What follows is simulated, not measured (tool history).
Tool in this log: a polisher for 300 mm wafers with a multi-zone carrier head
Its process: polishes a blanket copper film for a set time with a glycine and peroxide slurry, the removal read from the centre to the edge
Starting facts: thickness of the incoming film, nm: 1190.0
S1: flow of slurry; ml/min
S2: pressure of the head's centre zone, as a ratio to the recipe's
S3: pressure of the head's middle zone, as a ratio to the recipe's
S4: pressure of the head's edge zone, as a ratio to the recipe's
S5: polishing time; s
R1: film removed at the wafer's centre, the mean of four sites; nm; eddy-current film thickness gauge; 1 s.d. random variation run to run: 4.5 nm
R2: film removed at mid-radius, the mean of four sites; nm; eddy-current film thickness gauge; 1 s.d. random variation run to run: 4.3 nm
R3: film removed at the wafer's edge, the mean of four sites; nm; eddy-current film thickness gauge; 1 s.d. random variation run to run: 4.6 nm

run,hour,S1,S2,S3,S4,S5,R1,R2,R3
1,0,150,1,1,1,76,385.1,387.3,380.85
2,5.5,155,1.01,1,1.02,77,397.86,396.02,388.78
3,13.2,155,1.01,1,1.02,94,478.19,485.5,481.39
4,16.7,155,1.02,0.99,1.02,94,481.58,476.78,474.03
5,24.4,155,0.94,0.99,1.02,94,453.68,473.1,476.83
6,25.3,155,0.95,0.98,1.02,94,458.4,475.91,474.31
7,28.5,155,0.96,0.97,1.02,94,460.05,476.25,487.39

Estimate the outcome of run 8 from the log above:
8,36.4,155,0.98,0.96,1.02,93,?,?,?

{"run 8": {"R1": 466.21, "R2": 458.51, "R3": 468.23}}
